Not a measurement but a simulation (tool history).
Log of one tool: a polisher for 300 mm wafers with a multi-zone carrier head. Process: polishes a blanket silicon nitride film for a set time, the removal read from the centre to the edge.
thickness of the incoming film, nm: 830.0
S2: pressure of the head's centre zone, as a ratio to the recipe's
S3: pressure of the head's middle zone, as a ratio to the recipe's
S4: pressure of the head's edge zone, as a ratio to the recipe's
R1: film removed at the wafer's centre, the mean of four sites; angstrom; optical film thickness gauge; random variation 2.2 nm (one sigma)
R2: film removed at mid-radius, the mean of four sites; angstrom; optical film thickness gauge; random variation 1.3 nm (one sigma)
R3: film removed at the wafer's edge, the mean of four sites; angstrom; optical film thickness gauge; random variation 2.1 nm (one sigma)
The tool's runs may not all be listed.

Run 1, hour 0.0: flow of slurry (ml/min) 145, S2 1.00, S3 1.00, S4 1.00, polishing time (s) 46. Result: R1 1256.9 angstrom, R2 1271.5 angstrom, R3 1315.2 angstrom.
Run 2, hour 6.0: flow of slurry (ml/min) 150, S2 1.02, S3 1.00, S4 1.03, polishing time (s) 48. Result: R1 1356.6 angstrom, R2 1312.1 angstrom, R3 1363.0 angstrom.
Run 3, hour 14.1: flow of slurry (ml/min) 150, S2 1.01, S3 0.99, S4 1.05, polishing time (s) 51. Result: R1 1397.8 angstrom, R2 1387.3 angstrom, R3 1458.3 angstrom.
Run 4, hour 20.3: flow of slurry (ml/min) 150, S2 1.01, S3 0.94, S4 1.05, polishing time (s) 51. Result: R1 1409.7 angstrom, R2 1347.6 angstrom, R3 1462.8 angstrom.
Run 5, hour 21.0: flow of slurry (ml/min) 150, S2 1.08, S3 0.94, S4 1.05, polishing time (s) 51. Result: R1 1500.9 angstrom, R2 1344.5 angstrom, R3 1461.8 angstrom.
Run 6, hour 25.1: flow of slurry (ml/min) 150, S2 1.08, S3 0.94, S4 1.05, polishing time (s) 57. Result: R1 1677.0 angstrom, R2 1492.8 angstrom, R3 1620.1 angstrom.
Run 7, hour 31.3: flow of slurry (ml/min) 155, S2 1.07, S3 0.94, S4 1.07, polishing time (s) 57. Result: R1 1691.2 angstrom, R2 1484.6 angstrom, R3 1638.2 angstrom.
Run 8, hour 36.1: flow of slurry (ml/min) 160, S2 1.06, S3 0.95, S4 1.08, polishing time (s) 58. Result: R1 1701.5 angstrom, R2 1524.3 angstrom, R3 1729.2 angstrom.

The next listed run, before its measurement:
Run 9, hour 42.8: flow of slurry (ml/min) 180, S2 1.06, S3 0.99, S4 1.08, polishing time (s) 58. Result: R1 ?, R2 ?, R3 ?.

Run 9 gave R1 1767.6 angstrom, R2 1617.0 angstrom, R3 1719.0 angstrom.
